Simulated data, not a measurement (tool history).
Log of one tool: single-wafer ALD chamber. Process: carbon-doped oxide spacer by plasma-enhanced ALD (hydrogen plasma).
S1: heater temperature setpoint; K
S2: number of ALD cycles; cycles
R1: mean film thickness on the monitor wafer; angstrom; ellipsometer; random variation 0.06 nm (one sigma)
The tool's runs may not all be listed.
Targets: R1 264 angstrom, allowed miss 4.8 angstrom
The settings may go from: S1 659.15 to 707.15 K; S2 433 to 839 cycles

Run 1, hour 0: S1 683.15 K, S2 636 cycles. Result: R1 333.06 angstrom.
Run 2, hour 4.4: S1 685.15 K, S2 622 cycles. Result: R1 324.32 angstrom.
Run 3, hour 11.4: S1 686.15 K, S2 609 cycles. Result: R1 315.85 angstrom.
Run 4, hour 20.9: S1 694.15 K, S2 609 cycles. Result: R1 309.11 angstrom.
Run 5, hour 24.2: S1 694.15 K, S2 574 cycles. Result: R1 292.1 angstrom.
Run 6, hour 32.2: S1 695.15 K, S2 568 cycles. Result: R1 287.29 angstrom.
Run 7, hour 41.9: S1 704.15 K, S2 523 cycles. Result: R1 258.95 angstrom.
Run 8, hour 51.2: S1 704.15 K, S2 524 cycles. Result: R1 258.51 angstrom.

Which of these 4 next moves meets every target?
Run A, hour 60.5: S1 707.15 K, S2 512 cycles. Result: R1 ?.
Run B, hour 60.5: S1 697.15 K, S2 503 cycles. Result: R1 ?.
Run C, hour 60.5: S1 707.15 K, S2 538 cycles. Result: R1 ?.
Run D, hour 60.5: S1 707.15 K, S2 518 cycles. Result: R1 ?.

move      R1
   A  250.47
   B  253.23
   C  263.19
   D   253.4
A: further off than the last run
B: further off than the last run
C: meets every target
D: further off than the last run
The right move is C.
